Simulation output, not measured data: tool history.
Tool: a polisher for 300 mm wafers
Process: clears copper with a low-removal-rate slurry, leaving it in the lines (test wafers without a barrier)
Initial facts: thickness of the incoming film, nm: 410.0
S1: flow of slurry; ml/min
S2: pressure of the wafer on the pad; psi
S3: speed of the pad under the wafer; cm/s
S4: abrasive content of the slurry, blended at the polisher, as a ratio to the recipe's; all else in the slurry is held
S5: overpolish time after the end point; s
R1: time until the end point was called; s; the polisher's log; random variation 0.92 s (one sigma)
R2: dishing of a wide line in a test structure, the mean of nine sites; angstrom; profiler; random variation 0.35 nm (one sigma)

| run | hour | S1 | S2 | S3 | S4 | S5 | R1 | R2 |
|---|---|---|---|---|---|---|---|---|
| 1 | 0.0 | 305 | 4.1 | 86 | 1.0 | 20 | 124.030 | 465.98 |
| 2 | 7.7 | 305 | 4.1 | 86 | 1.0 | 14 | 125.020 | 331.35 |
| 3 | 15.0 | 305 | 4.1 | 86 | 1.1 | 14 | 123.690 | 341.92 |
| 4 | 17.4 | 305 | 4.7 | 86 | 1.1 | 14 | 107.650 | 377.59 |
| 5 | 19.4 | 305 | 4.7 | 96 | 1.1 | 14 | 98.457 | 420.27 |
| 6 | 24.5 | 305 | 4.7 | 112 | 1.1 | 14 | 83.416 | 463.76 |

Predict the results of run 7:
| 7 | 28.8 | 305 | 4.6 | 112 | 1.1 | 13 | ? | ? |

Run 7 gave R1 85.912 s, R2 440.44 angstrom.

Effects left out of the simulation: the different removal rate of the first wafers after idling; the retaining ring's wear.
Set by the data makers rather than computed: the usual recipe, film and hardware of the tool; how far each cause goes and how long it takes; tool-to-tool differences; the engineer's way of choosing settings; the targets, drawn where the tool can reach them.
